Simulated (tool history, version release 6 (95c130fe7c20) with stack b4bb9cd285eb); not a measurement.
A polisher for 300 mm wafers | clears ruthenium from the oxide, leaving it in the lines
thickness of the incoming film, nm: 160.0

run	hour	flow of slurry (ml/min)	pressure of the wafer on the pad (psi)	speed of the pad under the wafer (m/s)	overpolish time after the end point (s)	time until the end point was called (s)
1	0	245	1.9	0.96	38	134.96
2	7.3	245	1.9	0.76	38	168.17
3	9.2	220	1.9	0.76	38	173.22
4	13.4	220	2.1	0.76	38	155.64
5	17.7	220	2.1	0.76	40	155.2
6	22.8	220	2.4	0.76	40	136.37

The next listed run, before its measurement:
7	27.7	220	2.5	0.78	40	?

Run 7 gave time until the end point was called (s) 131.33.

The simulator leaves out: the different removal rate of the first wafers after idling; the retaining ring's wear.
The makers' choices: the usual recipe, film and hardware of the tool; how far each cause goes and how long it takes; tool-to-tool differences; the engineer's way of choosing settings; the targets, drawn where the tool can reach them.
